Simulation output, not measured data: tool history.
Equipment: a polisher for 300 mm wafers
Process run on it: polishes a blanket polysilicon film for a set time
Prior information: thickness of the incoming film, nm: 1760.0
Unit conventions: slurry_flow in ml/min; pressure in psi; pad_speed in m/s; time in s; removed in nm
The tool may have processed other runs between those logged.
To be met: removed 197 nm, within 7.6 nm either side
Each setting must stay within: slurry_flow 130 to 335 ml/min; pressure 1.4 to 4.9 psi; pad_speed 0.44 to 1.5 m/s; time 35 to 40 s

run	hour	slurry_flow	pressure	pad_speed	time	removed
1	0	215	3.1	0.96	40	406.45
2	1.3	245	3.1	0.96	40	410.08
3	6.4	245	2.8	0.96	40	374.99
4	12.6	245	2.6	0.94	40	348.34
5	20.2	245	2.6	0.78	40	286.21
6	26.8	215	2.6	0.78	40	277.62
7	33	215	2.5	0.78	40	262.96
8	38.5	210	2.4	0.78	40	254.42
9	44.7	205	2.3	0.78	40	253.03
10	46.4	205	2.2	0.78	40	232.95
11	47	200	2.2	0.78	40	232.19
12	49.2	195	2.2	0.78	40	235.46
13	54.4	195	2.1	0.78	40	224.38
14	57.8	190	2.1	0.78	40	223.44
15	62.2	185	2.1	0.78	40	224.91

Of the 4 settings listed for the next run, only one would bring every result within its allowed miss of target. Which one?
A	66.6	230	2	0.78	36	?
B	66.6	295	2.2	0.72	40	?
C	66.6	185	2.1	0.82	38	?
D	66.6	185	2	0.96	39	?

move	removed
A	198.59
B	230.04
C	223.37
D	254.86
A: all results land within tolerance of their targets
B: its largest miss is bigger than the last run's
C: better than the last run, though not everything is in spec
D: its largest miss is bigger than the last run's
A meets every target.
